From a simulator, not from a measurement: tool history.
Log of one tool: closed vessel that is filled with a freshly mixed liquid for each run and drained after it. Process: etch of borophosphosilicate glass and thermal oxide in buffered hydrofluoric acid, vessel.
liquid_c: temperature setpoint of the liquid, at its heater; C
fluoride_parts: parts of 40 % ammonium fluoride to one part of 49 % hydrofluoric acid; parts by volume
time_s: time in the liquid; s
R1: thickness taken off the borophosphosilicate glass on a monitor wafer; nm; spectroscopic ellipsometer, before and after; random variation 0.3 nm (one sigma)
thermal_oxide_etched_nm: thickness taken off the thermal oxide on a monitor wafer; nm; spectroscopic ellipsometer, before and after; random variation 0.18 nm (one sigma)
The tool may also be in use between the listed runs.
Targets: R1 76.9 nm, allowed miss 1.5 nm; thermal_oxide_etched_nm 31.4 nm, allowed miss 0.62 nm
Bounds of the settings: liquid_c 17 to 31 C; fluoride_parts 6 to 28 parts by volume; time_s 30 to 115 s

{"run": 1, "hour": 0.0, "liquid_c": 23, "fluoride_parts": 17, "time_s": 60, "R1": 103.31, "thermal_oxide_etched_nm": 42.452}
{"run": 2, "hour": 5.3, "liquid_c": 23, "fluoride_parts": 14, "time_s": 60, "R1": 124.96, "thermal_oxide_etched_nm": 51.114}
{"run": 3, "hour": 10.7, "liquid_c": 22, "fluoride_parts": 14.5, "time_s": 60, "R1": 113.6, "thermal_oxide_etched_nm": 46.777}
{"run": 4, "hour": 14.6, "liquid_c": 21.5, "fluoride_parts": 15, "time_s": 60, "R1": 107.32, "thermal_oxide_etched_nm": 43.62}
{"run": 5, "hour": 21.3, "liquid_c": 21.5, "fluoride_parts": 17, "time_s": 60, "R1": 95.051, "thermal_oxide_etched_nm": 38.813}
{"run": 6, "hour": 25.1, "liquid_c": 21.5, "fluoride_parts": 17, "time_s": 45, "R1": 71.054, "thermal_oxide_etched_nm": 28.842}
{"hour": 32.0, "done": "hydrofluoric acid flow meter replaced"}
{"run": 7, "hour": 32.0, "liquid_c": 22.5, "fluoride_parts": 17, "time_s": 45, "R1": 68.688, "thermal_oxide_etched_nm": 28.055}
{"run": 8, "hour": 39.6, "liquid_c": 23, "fluoride_parts": 17, "time_s": 45, "R1": 70.521, "thermal_oxide_etched_nm": 29.006}

Which of these 5 next moves meets every target?
{"run": "A", "hour": 47.2, "liquid_c": 27.5, "fluoride_parts": 19, "time_s": 35, "R1": "?", "thermal_oxide_etched_nm": "?"}
{"run": "B", "hour": 47.2, "liquid_c": 27, "fluoride_parts": 16, "time_s": 35, "R1": "?", "thermal_oxide_etched_nm": "?"}
{"run": "C", "hour": 47.2, "liquid_c": 20, "fluoride_parts": 17.5, "time_s": 60, "R1": "?", "thermal_oxide_etched_nm": "?"}
{"run": "D", "hour": 47.2, "liquid_c": 17, "fluoride_parts": 11.5, "time_s": 40, "R1": "?", "thermal_oxide_etched_nm": "?"}
{"run": "E", "hour": 47.2, "liquid_c": 22.5, "fluoride_parts": 17, "time_s": 45, "R1": "?", "thermal_oxide_etched_nm": "?"}

move=A R1=62.209 thermal_oxide_etched_nm=25.709
move=B R1=71.776 thermal_oxide_etched_nm=29.639
move=C R1=77.011 thermal_oxide_etched_nm=31.687
move=D R1=65.735 thermal_oxide_etched_nm=26.927
move=E R1=68.21 thermal_oxide_etched_nm=28.105
A: further off than the last run
B: nearer than the last run, and not there yet
C: meets every target
D: further off than the last run
E: further off than the last run
Move C is the one to make.

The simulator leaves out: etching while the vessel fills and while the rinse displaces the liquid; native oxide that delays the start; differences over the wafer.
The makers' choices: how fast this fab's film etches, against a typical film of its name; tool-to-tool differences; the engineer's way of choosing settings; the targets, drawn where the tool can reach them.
